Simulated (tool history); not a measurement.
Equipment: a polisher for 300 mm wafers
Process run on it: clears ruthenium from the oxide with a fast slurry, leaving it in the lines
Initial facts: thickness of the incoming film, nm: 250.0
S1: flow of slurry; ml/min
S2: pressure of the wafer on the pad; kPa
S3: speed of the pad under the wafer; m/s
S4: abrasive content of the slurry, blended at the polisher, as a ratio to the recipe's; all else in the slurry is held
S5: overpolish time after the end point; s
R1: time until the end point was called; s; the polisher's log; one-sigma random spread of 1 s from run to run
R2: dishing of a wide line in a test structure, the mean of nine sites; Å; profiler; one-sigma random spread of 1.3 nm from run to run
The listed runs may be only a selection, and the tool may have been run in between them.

{"run": 1, "hour": 0.0, "S1": 290, "S2": 18.6, "S3": 1.3, "S4": 1, "S5": 29, "R1": 51.278, "R2": 986.88}
{"run": 2, "hour": 3.0, "S1": 290, "S2": 16.5, "S3": 1.22, "S4": 1, "S5": 31, "R1": 58.778, "R2": 931.19}
{"run": 3, "hour": 10.9, "S1": 290, "S2": 15.2, "S3": 1.12, "S4": 1, "S5": 33, "R1": 67.8, "R2": 880.32}
{"run": 4, "hour": 15.7, "S1": 290, "S2": 15.2, "S3": 1.42, "S4": 1, "S5": 33, "R1": 53.414, "R2": 1027.6}
{"run": 5, "hour": 21.3, "S1": 290, "S2": 13.8, "S3": 1.28, "S4": 1, "S5": 34, "R1": 63.752, "R2": 948.38}
{"run": 6, "hour": 24.3, "S1": 290, "S2": 13.8, "S3": 1.28, "S4": 1.15, "S5": 34, "R1": 59.709, "R2": 982.8}
{"run": 7, "hour": 25.9, "S1": 290, "S2": 12.4, "S3": 1.16, "S4": 1.15, "S5": 35, "R1": 69.11, "R2": 882.04}

Run 8 has not been measured yet. What should we expect?
{"run": 8, "hour": 27.6, "S1": 290, "S2": 11.7, "S3": 1.06, "S4": 1.15, "S5": 36, "R1": "?", "R2": "?"}

{"run 8": {"R1": 78.149, "R2": 819.03}}
